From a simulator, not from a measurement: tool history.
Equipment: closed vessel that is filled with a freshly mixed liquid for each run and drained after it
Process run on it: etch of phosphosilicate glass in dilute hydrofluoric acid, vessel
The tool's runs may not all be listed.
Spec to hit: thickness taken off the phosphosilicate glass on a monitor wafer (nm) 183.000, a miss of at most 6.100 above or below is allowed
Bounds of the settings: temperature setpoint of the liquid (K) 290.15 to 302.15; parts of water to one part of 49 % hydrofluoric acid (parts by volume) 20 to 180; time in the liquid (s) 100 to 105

run	hour	temperature setpoint of the liquid (K)	parts of water to one part of 49 % hydrofluoric acid (parts by volume)	time in the liquid (s)	thickness taken off the phosphosilicate glass on a monitor wafer (nm)
1	0.0	294.15	100	100	88.066
2	2.7	295.15	95	100	95.916
3	6.3	296.15	90	100	106.130
4	12.7	296.15	90	105	109.750
5	21.5	293.65	90	105	102.440
6	29.6	293.65	65	105	145.140
7	34.0	294.65	65	105	150.600
8	36.2	295.15	65	105	150.040
9	37.7	295.65	65	105	155.960

Which single option among these 5 for the next run brings every result within its allowed miss of target? Just one does.
A	39.2	295.15	60	105	?
B	39.2	292.65	55	105	?
C	39.2	292.65	50	105	?
D	39.2	300.15	60	100	?
E	39.2	296.65	60	100	?

move	thickness taken off the phosphosilicate glass on a monitor wafer (nm)
A	168.750
B	167.050
C	184.900
D	196.360
E	170.820
A: closer than the last run, but not yet in spec
B: closer than the last run, but not yet in spec
C: each result inside its tolerance
D: takes the result that was furthest off past its target
E: closer than the last run, but not yet in spec
Answer: C

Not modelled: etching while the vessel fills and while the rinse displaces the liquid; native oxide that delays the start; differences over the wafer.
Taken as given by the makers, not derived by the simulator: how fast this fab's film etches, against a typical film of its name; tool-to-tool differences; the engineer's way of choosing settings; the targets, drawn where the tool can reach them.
